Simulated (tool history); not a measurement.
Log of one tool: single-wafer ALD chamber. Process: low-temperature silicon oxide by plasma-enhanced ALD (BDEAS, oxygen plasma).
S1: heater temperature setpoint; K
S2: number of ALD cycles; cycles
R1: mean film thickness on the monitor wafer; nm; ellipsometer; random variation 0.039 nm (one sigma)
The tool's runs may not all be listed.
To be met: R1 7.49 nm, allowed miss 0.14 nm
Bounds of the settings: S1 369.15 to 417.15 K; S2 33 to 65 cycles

Run 1, hour 0: S1 393.15 K, S2 49 cycles. Result: R1 6.5065 nm.
Run 2, hour 5.3: S1 400.15 K, S2 49 cycles. Result: R1 6.4009 nm.
Run 3, hour 12: S1 400.15 K, S2 52 cycles. Result: R1 6.7933 nm.
Run 4, hour 16.3: S1 397.15 K, S2 53 cycles. Result: R1 7.0035 nm.
Run 5, hour 17.3: S1 394.15 K, S2 54 cycles. Result: R1 7.1548 nm.
Run 6, hour 23.7: S1 394.15 K, S2 51 cycles. Result: R1 6.781 nm.
Run 7, hour 31.9: S1 391.15 K, S2 52 cycles. Result: R1 6.9448 nm.
Run 8, hour 35.6: S1 389.15 K, S2 53 cycles. Result: R1 7.0419 nm.
Run 9, hour 38: S1 389.15 K, S2 53 cycles. Result: R1 7.0425 nm.
Run 10, hour 39.1: S1 389.15 K, S2 54 cycles. Result: R1 7.1697 nm.
Run 11, hour 46.1: S1 389.15 K, S2 55 cycles. Result: R1 7.3226 nm.

Which of these 4 next moves meets every target?
Run A, hour 53.1: S1 393.15 K, S2 54 cycles. Result: R1 ?.
Run B, hour 53.1: S1 389.15 K, S2 58 cycles. Result: R1 ?.
Run C, hour 53.1: S1 391.15 K, S2 56 cycles. Result: R1 ?.
Run D, hour 53.1: S1 388.15 K, S2 59 cycles. Result: R1 ?.

move      R1
   A  7.1263
   B  7.7158
   C    7.42
   D  7.8645
A: further off than the last run
B: takes the result that was furthest off past its target
C: meets every target
D: takes the result that was furthest off past its target
Answer: C
